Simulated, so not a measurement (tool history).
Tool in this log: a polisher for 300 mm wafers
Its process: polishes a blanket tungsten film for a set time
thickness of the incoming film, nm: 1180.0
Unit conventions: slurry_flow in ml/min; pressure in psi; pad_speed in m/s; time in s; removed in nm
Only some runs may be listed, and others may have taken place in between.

run,day,slurry_flow,pressure,pad_speed,slurry_solids,time,removed
1,0,140,4.2,1.12,1,40,217.2
2,0.108,140,4.2,1.12,1.1,40,224.69
3,0.296,140,3.5,1.12,1.1,40,187.15
4,0.479,135,3.2,1.02,1.1,40,155.93
5,0.658,165,3.2,1.02,1.1,40,161.52
6,0.717,135,3.2,1.02,1.1,40,156.05
7,0.879,125,2,0.7,1.05,39,66.617
8,1.188,130,2,0.7,1.05,39,68.123

Run 9, settings as shown, results not yet in. Your forecast:
9,1.396,135,2,0.7,1.05,39,?

Run 9 yielded removed 68.02 nm.

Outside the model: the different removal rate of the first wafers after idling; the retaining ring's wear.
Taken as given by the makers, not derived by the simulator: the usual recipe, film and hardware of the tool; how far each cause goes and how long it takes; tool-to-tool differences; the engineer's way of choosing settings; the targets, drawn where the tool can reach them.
